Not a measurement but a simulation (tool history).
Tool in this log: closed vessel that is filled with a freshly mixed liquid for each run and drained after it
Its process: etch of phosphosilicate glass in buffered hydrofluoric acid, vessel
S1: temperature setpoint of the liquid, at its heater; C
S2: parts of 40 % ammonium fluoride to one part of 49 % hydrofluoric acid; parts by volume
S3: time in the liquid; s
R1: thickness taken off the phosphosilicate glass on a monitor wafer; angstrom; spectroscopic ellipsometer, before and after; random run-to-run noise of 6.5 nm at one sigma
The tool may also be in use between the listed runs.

run 1 hour=0.0 | S1=22.0 S2=9.0 S3=105 | R1=5145.3
run 2 hour=7.7 | S1=22.0 S2=9.0 S3=110 | R1=5452.8
run 3 hour=12.5 | S1=22.0 S2=9.0 S3=105 | R1=5090.2
run 4 hour=18.3 | S1=22.0 S2=6.5 S3=105 | R1=7255.0
run 5 hour=27.0 | S1=22.0 S2=8.5 S3=105 | R1=5458.8
run 6 hour=28.3 | S1=23.5 S2=8.5 S3=105 | R1=5945.6
run 7 hour=33.6 | S1=24.5 S2=8.5 S3=105 | R1=6252.3

Expected results for the next run?
run 8 hour=41.3 | S1=25.5 S2=8.5 S3=105 | R1=?

Run 8 yielded R1 6602.1 angstrom.
